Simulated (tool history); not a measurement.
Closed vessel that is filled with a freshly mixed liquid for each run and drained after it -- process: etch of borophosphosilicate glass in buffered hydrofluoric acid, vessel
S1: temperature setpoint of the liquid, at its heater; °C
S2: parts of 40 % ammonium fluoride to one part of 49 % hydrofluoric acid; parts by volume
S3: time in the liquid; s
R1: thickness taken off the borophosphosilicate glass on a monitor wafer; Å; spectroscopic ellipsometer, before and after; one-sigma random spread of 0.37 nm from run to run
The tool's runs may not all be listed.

Run 1, hour 0.0: S1 21.0 °C, S2 17.5 parts by volume, S3 85 s. Result: R1 1264.4 Å.
Run 2, hour 0.9: S1 23.0 °C, S2 17.5 parts by volume, S3 85 s. Result: R1 1407.5 Å.
Run 3, hour 9.8: S1 22.0 °C, S2 17.5 parts by volume, S3 85 s. Result: R1 1339.5 Å.
Run 4, hour 12.3: S1 21.0 °C, S2 17.5 parts by volume, S3 85 s. Result: R1 1261.1 Å.
Run 5, hour 14.5: S1 20.0 °C, S2 17.5 parts by volume, S3 85 s. Result: R1 1196.7 Å.
Run 6, hour 23.2: S1 20.0 °C, S2 17.5 parts by volume, S3 95 s. Result: R1 1331.3 Å.
Run 7, hour 27.8: S1 19.5 °C, S2 18.0 parts by volume, S3 95 s. Result: R1 1270.6 Å.
Run 8, hour 33.0: S1 19.0 °C, S2 18.5 parts by volume, S3 95 s. Result: R1 1203.3 Å.

What will run 9 give?
Run 9, hour 40.6: S1 18.5 °C, S2 18.5 parts by volume, S3 95 s. Result: R1 ?.

{"run 9": {"R1": 1169.9}}
